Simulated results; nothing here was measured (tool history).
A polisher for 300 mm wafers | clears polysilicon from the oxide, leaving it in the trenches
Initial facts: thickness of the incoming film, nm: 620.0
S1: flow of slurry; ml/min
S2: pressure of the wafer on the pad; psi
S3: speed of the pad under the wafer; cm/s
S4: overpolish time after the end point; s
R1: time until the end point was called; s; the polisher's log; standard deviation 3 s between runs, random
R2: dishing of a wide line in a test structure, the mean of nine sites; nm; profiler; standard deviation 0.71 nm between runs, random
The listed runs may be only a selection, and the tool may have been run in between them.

{"run": 1, "hour": 0.0, "S1": 310, "S2": 1.8, "S3": 86, "S4": 23, "R1": 70.993, "R2": 69.527}
{"run": 2, "hour": 4.3, "S1": 310, "S2": 1.5, "S3": 86, "S4": 23, "R1": 85.578, "R2": 67.063}
{"run": 3, "hour": 8.2, "S1": 310, "S2": 1.5, "S3": 94, "S4": 23, "R1": 80.351, "R2": 68.142}
{"run": 4, "hour": 13.1, "S1": 310, "S2": 1.2, "S3": 94, "S4": 23, "R1": 98.166, "R2": 64.454}
{"run": 5, "hour": 16.3, "S1": 310, "S2": 1.2, "S3": 92, "S4": 22, "R1": 96.972, "R2": 63.881}
{"run": 6, "hour": 18.1, "S1": 310, "S2": 1.2, "S3": 102, "S4": 22, "R1": 93.362, "R2": 65.035}
{"run": 7, "hour": 20.1, "S1": 310, "S2": 1.2, "S3": 102, "S4": 22, "R1": 92.966, "R2": 63.395}
{"run": 8, "hour": 27.6, "S1": 300, "S2": 0.8, "S3": 78, "S4": 15, "R1": 171.37, "R2": 40.839}
{"hour": 30.3, "done": "head pressure recalibrated"}
{"run": 9, "hour": 30.3, "S1": 300, "S2": 0.8, "S3": 78, "S4": 15, "R1": 180.29, "R2": 38.813}
{"run": 10, "hour": 39.1, "S1": 300, "S2": 0.8, "S3": 78, "S4": 16, "R1": 179.75, "R2": 40.532}

What will run 11 give?
{"run": 11, "hour": 44.6, "S1": 300, "S2": 0.8, "S3": 78, "S4": 17, "R1": "?", "R2": "?"}

R1: 177.890 s
R2: 41.875 nm

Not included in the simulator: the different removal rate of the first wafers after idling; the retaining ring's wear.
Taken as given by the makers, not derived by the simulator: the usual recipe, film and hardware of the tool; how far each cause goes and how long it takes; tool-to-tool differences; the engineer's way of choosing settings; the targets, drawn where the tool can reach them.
